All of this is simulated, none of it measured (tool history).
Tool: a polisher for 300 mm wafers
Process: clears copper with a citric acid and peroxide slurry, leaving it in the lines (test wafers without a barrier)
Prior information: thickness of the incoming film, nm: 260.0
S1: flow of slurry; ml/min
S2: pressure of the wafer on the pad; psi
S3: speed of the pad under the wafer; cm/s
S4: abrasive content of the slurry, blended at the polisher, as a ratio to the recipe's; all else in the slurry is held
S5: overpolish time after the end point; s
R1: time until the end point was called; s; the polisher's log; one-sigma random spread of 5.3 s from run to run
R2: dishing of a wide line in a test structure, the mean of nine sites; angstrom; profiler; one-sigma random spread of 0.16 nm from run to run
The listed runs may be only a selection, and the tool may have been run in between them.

run 1 hour=0.0 | S1=320 S2=2.3 S3=128 S4=1.0 S5=10 | R1=172.09 R2=135.79
run 2 hour=6.0 | S1=280 S2=2.3 S3=128 S4=1.0 S5=10 | R1=175.37 R2=135.10
run 3 hour=14.0 | S1=280 S2=2.0 S3=126 S4=1.0 S5=10 | R1=197.84 R2=118.59
run 4 hour=16.3 | S1=280 S2=2.0 S3=148 S4=1.0 S5=10 | R1=174.25 R2=136.24
run 5 hour=24.1 | S1=280 S2=2.0 S3=168 S4=1.0 S5=10 | R1=160.38 R2=152.05
run 6 hour=32.6 | S1=275 S2=1.8 S3=160 S4=1.0 S5=10 | R1=179.82 R2=134.83
run 7 hour=38.9 | S1=275 S2=1.6 S3=152 S4=1.0 S5=10 | R1=203.24 R2=118.33
run 8 hour=42.7 | S1=275 S2=1.5 S3=146 S4=1.0 S5=10 | R1=216.37 R2=110.50
run 9 hour=51.3 | S1=275 S2=1.4 S3=142 S4=1.0 S5=10 | R1=234.21 R2=103.91

Run 10, settings as shown, results not yet in. Your forecast:
-- hour=52.5 worn pad replaced by a new one
run 10 hour=52.5 | S1=275 S2=1.3 S3=138 S4=1.0 S5=10 | R1=? R2=?

Logged for run 10: R1 222.41 s, R2 111.71 angstrom.
